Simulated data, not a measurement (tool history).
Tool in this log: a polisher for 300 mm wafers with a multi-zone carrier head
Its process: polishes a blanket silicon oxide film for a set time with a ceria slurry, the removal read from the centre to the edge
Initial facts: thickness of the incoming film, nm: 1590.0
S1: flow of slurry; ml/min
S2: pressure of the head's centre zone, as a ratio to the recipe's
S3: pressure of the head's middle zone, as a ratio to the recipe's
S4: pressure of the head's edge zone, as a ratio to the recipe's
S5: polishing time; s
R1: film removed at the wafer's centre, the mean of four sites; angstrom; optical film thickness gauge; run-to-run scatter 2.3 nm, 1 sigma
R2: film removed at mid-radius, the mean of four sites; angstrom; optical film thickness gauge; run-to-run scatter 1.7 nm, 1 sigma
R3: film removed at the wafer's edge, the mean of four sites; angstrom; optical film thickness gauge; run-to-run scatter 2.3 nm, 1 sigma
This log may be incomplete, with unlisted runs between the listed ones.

Run 1, hour 0: S1 265 ml/min, S2 1, S3 1, S4 1, S5 37 s. Result: R1 1577.4 angstrom, R2 1525.9 angstrom, R3 1532.7 angstrom.
Run 2, hour 6.9: S1 270 ml/min, S2 1.01, S3 1, S4 1.03, S5 38 s. Result: R1 1597.3 angstrom, R2 1550.7 angstrom, R3 1550.8 angstrom.
Run 3, hour 7.4: S1 225 ml/min, S2 1.01, S3 1, S4 1.03, S5 38 s. Result: R1 1539.6 angstrom, R2 1537.1 angstrom, R3 1543.2 angstrom.
Run 4, hour 12.2: S1 225 ml/min, S2 1.01, S3 1, S4 1.03, S5 29 s. Result: R1 1160.3 angstrom, R2 1155 angstrom, R3 1184.4 angstrom.
Run 5, hour 18.4: S1 225 ml/min, S2 1.01, S3 0.92, S4 1.03, S5 29 s. Result: R1 1188.3 angstrom, R2 1077.5 angstrom, R3 1179.1 angstrom.
Run 6, hour 24.6: S1 225 ml/min, S2 1.01, S3 0.92, S4 0.97, S5 29 s. Result: R1 1183.4 angstrom, R2 1089.3 angstrom, R3 1142.5 angstrom.
Run 7, hour 33.1: S1 240 ml/min, S2 1.02, S3 0.94, S4 1, S5 32 s. Result: R1 1343.1 angstrom, R2 1218.6 angstrom, R3 1302.2 angstrom.

Run 8, settings as shown, results not yet in. Your forecast:
Run 8, hour 35.1: S1 250 ml/min, S2 1.03, S3 0.96, S4 1.03, S5 34 s. Result: R1 ?, R2 ?, R3 ?.

{"run 8": {"R1": 1429.1, "R2": 1325.5, "R3": 1435}}
